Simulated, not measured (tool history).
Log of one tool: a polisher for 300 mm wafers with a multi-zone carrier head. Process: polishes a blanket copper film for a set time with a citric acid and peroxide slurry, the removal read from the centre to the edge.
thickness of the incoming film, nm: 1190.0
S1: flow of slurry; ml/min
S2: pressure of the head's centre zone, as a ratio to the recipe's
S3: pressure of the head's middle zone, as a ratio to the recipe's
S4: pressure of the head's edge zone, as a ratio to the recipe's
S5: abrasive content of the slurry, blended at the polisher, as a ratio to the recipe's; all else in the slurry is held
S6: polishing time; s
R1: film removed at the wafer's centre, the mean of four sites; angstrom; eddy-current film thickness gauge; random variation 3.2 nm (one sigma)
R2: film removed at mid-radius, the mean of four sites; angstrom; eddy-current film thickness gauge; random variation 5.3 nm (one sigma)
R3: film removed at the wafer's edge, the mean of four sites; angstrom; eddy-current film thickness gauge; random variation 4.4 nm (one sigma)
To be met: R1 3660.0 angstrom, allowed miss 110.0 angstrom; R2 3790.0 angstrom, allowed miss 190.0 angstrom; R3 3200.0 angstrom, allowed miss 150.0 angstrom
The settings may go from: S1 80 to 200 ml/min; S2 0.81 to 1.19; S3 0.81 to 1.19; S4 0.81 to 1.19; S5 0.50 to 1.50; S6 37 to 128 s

run  hour   S1    S2    S3    S4    S5   S6      R1      R2      R3
  1   0.0  130  1.00  1.00  1.00  1.00   82  2277.2  2274.4  2306.9
  2   4.9  130  1.00  0.97  1.00  1.00   82  2278.3  2229.1  2283.4
  3   6.2  130  1.00  0.97  1.00  1.00   95  2671.5  2577.1  2601.8
  4  10.0  140  1.02  1.01  1.00  1.05   96  2797.7  2764.4  2714.5
  5  11.3  145  1.04  1.04  0.99  1.10   97  2918.8  2949.9  2781.0
  6  17.0  145  1.04  0.96  0.99  1.10   97  2950.4  2661.3  2795.7
  7  18.0  150  1.06  1.00  0.99  1.15   98  3011.9  2852.9  2890.1
  8  20.6  155  1.08  1.03  0.98  1.15   99  3189.6  2974.3  2943.2
  9  25.3  190  1.07  1.13  0.93  1.35  101  3492.0  3465.2  2968.5
 10  31.7  190  1.07  1.14  0.94  1.35  101  3489.5  3555.3  3061.1
 11  33.9  190  1.07  1.15  0.94  1.35  101  3483.0  3641.8  3023.4
 12  36.8  190  1.08  1.15  0.95  1.35  101  3470.0  3533.8  3074.7
 13  39.1  190  1.08  1.16  0.95  1.35  101  3512.5  3644.1  3072.8

Which of these 5 next moves meets every target?
  A  41.4  200  1.06  1.05  0.95  1.50   98   ?   ?   ?
  B  41.4  155  0.99  1.11  0.97  1.30  107   ?   ?   ?
  C  41.4  200  1.17  1.19  0.87  1.30  106   ?   ?   ?
  D  41.4  200  1.15  1.08  0.96  1.40   99   ?   ?   ?
  E  41.4  200  1.06  1.13  0.90  1.00  117   ?   ?   ?

move      R1      R2      R3
   A  3431.5  3414.5  3098.5
   B  3258.7  3656.5  3220.2
   C  3962.1  3968.5  3101.5
   D  3700.6  3472.2  3091.6
   E  3711.8  3930.9  3263.2
A: further off than the last run
B: further off than the last run
C: takes the result that was furthest off past its target
D: brings the result that was furthest off to its target, and leaves another outside
E: meets every target
The right move is E.

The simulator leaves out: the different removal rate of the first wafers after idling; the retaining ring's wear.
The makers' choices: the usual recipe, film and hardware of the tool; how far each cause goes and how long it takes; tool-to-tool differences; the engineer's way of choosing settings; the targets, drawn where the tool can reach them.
